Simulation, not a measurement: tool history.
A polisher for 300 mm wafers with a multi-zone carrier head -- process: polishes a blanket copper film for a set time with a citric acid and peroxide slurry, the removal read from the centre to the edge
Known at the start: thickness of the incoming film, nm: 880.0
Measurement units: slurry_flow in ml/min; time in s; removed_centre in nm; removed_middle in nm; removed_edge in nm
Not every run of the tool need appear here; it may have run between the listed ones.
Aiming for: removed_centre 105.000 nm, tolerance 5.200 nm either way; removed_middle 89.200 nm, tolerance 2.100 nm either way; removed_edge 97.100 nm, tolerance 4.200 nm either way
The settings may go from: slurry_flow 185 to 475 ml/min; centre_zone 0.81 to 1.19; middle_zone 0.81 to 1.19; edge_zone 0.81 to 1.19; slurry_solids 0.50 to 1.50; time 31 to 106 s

run,hour,slurry_flow,centre_zone,middle_zone,edge_zone,slurry_solids,time,removed_centre,removed_middle,removed_edge
1,0.0,305,1.00,1.00,1.00,1.00,68,204.250,207.600,223.750
2,3.0,290,1.00,0.98,0.97,0.95,63,187.470,185.160,198.520
3,4.9,240,1.00,0.98,0.97,0.95,63,187.860,181.790,204.620
4,10.2,240,1.05,0.98,0.97,0.95,63,188.690,183.190,199.640
5,14.5,240,1.05,0.96,0.95,0.90,59,174.770,167.270,180.780
6,18.4,240,1.06,0.94,0.94,0.85,55,161.930,152.090,170.230
7,23.3,245,1.08,0.93,0.92,0.80,52,157.160,140.620,155.350
8,25.3,240,1.03,0.85,0.82,0.55,33,83.423,73.872,81.997
9,28.7,245,1.05,0.86,0.84,0.55,33,85.455,74.549,85.030
10,37.0,245,1.07,0.88,0.84,0.55,33,87.601,75.673,82.993
11,39.5,245,1.08,0.89,0.86,0.55,33,88.106,75.998,85.268
12,43.2,245,1.09,0.91,0.87,0.55,33,89.241,77.999,86.895
13,46.6,250,1.10,0.92,0.88,0.55,33,89.183,77.740,85.040
14,55.0,250,1.11,0.93,0.89,0.55,33,90.220,79.410,87.701
15,58.6,250,1.12,0.94,0.89,0.55,33,92.709,79.768,85.725
16,64.2,250,1.13,0.95,0.91,0.55,33,91.894,80.436,88.420
17,67.0,315,1.19,0.98,0.92,0.80,34,115.680,96.246,103.050
# hour 72.2: edge zone pressure recalibrated
18,72.2,230,1.15,0.95,0.90,0.80,34,105.950,91.503,93.470

4 next moves are on the table. One of them brings every result within its allowed miss. Which?
A,77.4,220,1.12,0.91,0.92,0.70,36,?,?,?
B,77.4,340,1.01,0.81,1.02,0.50,41,?,?,?
C,77.4,255,1.19,1.00,0.86,0.60,34,?,?,?
D,77.4,205,1.16,0.99,0.88,0.85,31,?,?,?

move,removed_centre,removed_middle,removed_edge
A,104.640,89.713,98.255
B,102.490,88.739,110.730
C,102.630,89.015,87.252
D,97.406,86.235,86.638
A: meets every target
B: brings the result that was furthest off to its target, and leaves another outside
C: brings the result that was furthest off to its target, and leaves another outside
D: moves the result that the last run missed by most past its target, out the other side
Go with A: it meets all targets.

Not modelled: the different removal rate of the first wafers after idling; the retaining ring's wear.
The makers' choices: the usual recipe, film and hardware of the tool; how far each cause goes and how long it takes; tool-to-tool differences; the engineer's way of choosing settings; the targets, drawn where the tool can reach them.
